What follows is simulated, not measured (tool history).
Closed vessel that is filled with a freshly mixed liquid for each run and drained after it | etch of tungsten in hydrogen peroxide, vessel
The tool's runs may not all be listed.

run	day	temperature setpoint of the liquid (°C)	concentration of hydrogen peroxide in the mixed liquid (% by weight)	time in the liquid (s)	thickness taken off the tungsten on a monitor wafer (Å)
1	0.000	44.0	20.0	30	448.69
2	0.075	45.5	20.0	30	481.85
3	0.312	52.0	20.0	30	722.17
4	0.412	51.5	20.0	30	703.18
5	0.571	51.0	20.0	30	684.82
6	0.850	57.5	20.0	30	1005.30
7	1.133	55.5	20.0	30	888.08

The next listed run, before its measurement:
8	1.204	54.0	20.0	30	?

{"run 8": {"thickness taken off the tungsten on a monitor wafer (Å)": 805.46}}
